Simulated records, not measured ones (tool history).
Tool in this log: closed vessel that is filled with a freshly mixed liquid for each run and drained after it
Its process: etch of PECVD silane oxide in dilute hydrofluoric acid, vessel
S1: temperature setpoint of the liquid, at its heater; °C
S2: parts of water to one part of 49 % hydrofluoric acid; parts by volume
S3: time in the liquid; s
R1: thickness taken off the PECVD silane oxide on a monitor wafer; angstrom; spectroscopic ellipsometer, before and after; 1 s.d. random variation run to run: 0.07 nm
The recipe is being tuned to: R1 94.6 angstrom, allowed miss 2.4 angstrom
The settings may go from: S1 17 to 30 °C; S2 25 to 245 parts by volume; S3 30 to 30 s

run 1 hour=0 | S1=22 S2=135 S3=30 | R1=43.302
run 2 hour=8.1 | S1=22 S2=135 S3=30 | R1=43.437
run 3 hour=12.5 | S1=22 S2=135 S3=30 | R1=43.727
run 4 hour=16.2 | S1=23.5 S2=125 S3=30 | R1=50.548
run 5 hour=19.7 | S1=23.5 S2=145 S3=30 | R1=42.138
run 6 hour=21.8 | S1=24.5 S2=135 S3=30 | R1=48.154
run 7 hour=26.7 | S1=25.5 S2=125 S3=30 | R1=54.802
run 8 hour=34.3 | S1=26.5 S2=115 S3=30 | R1=62.449
run 9 hour=36.3 | S1=27 S2=110 S3=30 | R1=66.982
run 10 hour=37 | S1=30 S2=80 S3=30 | R1=105.58
run 11 hour=44 | S1=27.5 S2=80 S3=30 | R1=96.411

Next run, 4 choices. One meets every target within its allowed miss, the rest don't. Which?
run A hour=51 | S1=25 S2=70 S3=30 | R1=?
run B hour=51 | S1=30 S2=90 S3=30 | R1=?
run C hour=51 | S1=30 S2=85 S3=30 | R1=?
run D hour=51 | S1=26.5 S2=75 S3=30 | R1=?

move=A R1=102.76
move=B R1=94.497
move=C R1=100.78
move=D R1=101.14
A: lands further from the targets than the last run did
B: every result lands within tolerance
C: lands further from the targets than the last run did
D: lands further from the targets than the last run did
Correct choice: B, which meets every target
